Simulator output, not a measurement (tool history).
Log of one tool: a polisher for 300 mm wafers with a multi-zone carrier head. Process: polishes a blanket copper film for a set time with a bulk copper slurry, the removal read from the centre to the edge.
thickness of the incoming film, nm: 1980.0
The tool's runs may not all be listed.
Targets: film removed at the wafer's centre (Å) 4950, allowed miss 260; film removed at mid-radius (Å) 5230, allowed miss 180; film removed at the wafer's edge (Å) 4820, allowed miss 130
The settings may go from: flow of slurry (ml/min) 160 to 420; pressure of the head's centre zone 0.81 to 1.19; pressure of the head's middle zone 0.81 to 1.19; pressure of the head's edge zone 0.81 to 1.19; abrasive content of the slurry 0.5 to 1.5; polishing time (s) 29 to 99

run  hour  flow of slurry (ml/min)  pressure of the head's centre zone  pressure of the head's middle zone  pressure of the head's edge zone  abrasive content of the slurry  polishing time (s)  film removed at the wafer's centre (Å)  film removed at mid-radius (Å)  film removed at the wafer's edge (Å)
  1     0                      270                                   1                                   1                                 1                               1                  64                                  3907.8                          3821.9                                3849.2
  2   3.1                      280                                1.01                                1.04                              1.03                             1.1                  65                                  4024.8                          4094.2                                4097.2
  3   6.3                      290                                1.04                                1.07                              1.03                             1.2                  66                                  4336.9                          4364.9                                4183.2
  4   9.1                      295                                1.05                                1.09                              1.06                            1.25                  67                                  4409.7                          4548.8                                4398.5
  5   9.6                      295                                1.02                                1.09                              1.06                            1.25                  67                                  4374.4                          4547.4                                4333.8
  6  13.7                      295                                1.02                                1.09                              1.06                            1.25                  60                                  3879.1                          4053.7                                3942.5
  7  19.2                      300                                1.04                                1.11                              1.07                             1.3                  62                                  4173.4                          4290.5                                4114.5
  8    27                      305                                1.05                                1.13                              1.08                            1.35                  63                                  4355.6                          4502.7                                4207.7
  9  35.9                      310                                1.05                                1.14                               1.1                             1.4                  64                                  4340.3                          4724.2                                4393.5
 10  43.4                      315                                1.07                                1.15                              1.12                             1.4                  65                                  4506.1                          4800.9                                4581.5

Which of these 5 next moves meets every target?
  A  50.9                      185                                1.07                                1.15                              1.05                             1.5                  75                                       ?                               ?                                     ?
  B  50.9                      300                                1.16                                1.11                              0.92                            1.35                  72                                       ?                               ?                                     ?
  C  50.9                      325                                 0.9                                1.07                              1.19                             1.4                  67                                       ?                               ?                                     ?
  D  50.9                      315                                1.06                                1.03                              1.19                            1.35                  66                                       ?                               ?                                     ?
  E  50.9                      285                                1.15                                   1                              1.18                            1.35                  71                                       ?                               ?                                     ?

move  film removed at the wafer's centre (Å)  film removed at mid-radius (Å)  film removed at the wafer's edge (Å)
   A                                    4858                          5208.9                                4785.1
   B                                  5324.9                            5076                                4438.5
   C                                    3924                          4655.8                                4759.5
   D                                  4488.2                          4387.8                                4642.9
   E                                  5170.4                          4553.2                                4934.5
A: meets every target
B: brings the result that was furthest off to its target, and leaves another outside
C: further off than the last run
D: further off than the last run
E: further off than the last run
Move A is the one to make.
